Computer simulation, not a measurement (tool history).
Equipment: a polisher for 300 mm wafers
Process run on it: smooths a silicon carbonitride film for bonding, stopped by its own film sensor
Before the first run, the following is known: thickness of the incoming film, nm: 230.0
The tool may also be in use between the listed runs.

| run | hour | flow of slurry (ml/min) | pressure of the wafer on the pad (psi) | speed of the pad under the wafer (cm/s) | abrasive content of the slurry | target thickness at which the film sensor stops the polish (nm) | time until the film sensor stopped the polish (s) |
|---|---|---|---|---|---|---|---|
| 1 | 0 | 200 | 1.7 | 102 | 1 | 218 | 70.084 |
| 2 | 8.7 | 200 | 1.7 | 92 | 1 | 218 | 72.155 |
| 3 | 12.4 | 150 | 1.7 | 92 | 1 | 218 | 77.632 |
| 4 | 21.2 | 130 | 1.7 | 92 | 1 | 218 | 81.332 |
| 5 | 26.2 | 130 | 1.7 | 92 | 1.15 | 218 | 76.319 |
| 6 | 31.2 | 130 | 1.7 | 70 | 1.15 | 218 | 95.828 |
| 7 | 38.6 | 130 | 2.2 | 76 | 1.15 | 218 | 70.564 |

Run 8 comes next. What will it give?
| 8 | 47 | 135 | 2.3 | 76 | 1.15 | 218 | ? |

time until the film sensor stopped the polish (s): 65.324
